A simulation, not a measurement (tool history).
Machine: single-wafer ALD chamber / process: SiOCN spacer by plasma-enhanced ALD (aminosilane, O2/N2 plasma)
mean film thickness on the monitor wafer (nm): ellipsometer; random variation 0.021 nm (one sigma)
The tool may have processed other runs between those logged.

run	day	heater temperature setpoint (deg C)	number of ALD cycles (cycles)	mean film thickness on the monitor wafer (nm)
1	0	420	55	3.1606
2	0.375	418	57	3.306
3	0.621	416	58	3.382
4	0.983	425	58	3.2802
5	1.267	435	58	3.1815
6	1.512	435	50	2.7013
7	1.679	431	52	2.8754
8	1.812	428	54	3.0373
9	2.167	425	56	3.1673
10	2.288	422	57	3.2619

Predict the results of run 11:
11	2.408	420	58	?

Logged for run 11: mean film thickness on the monitor wafer (nm) 3.3585.
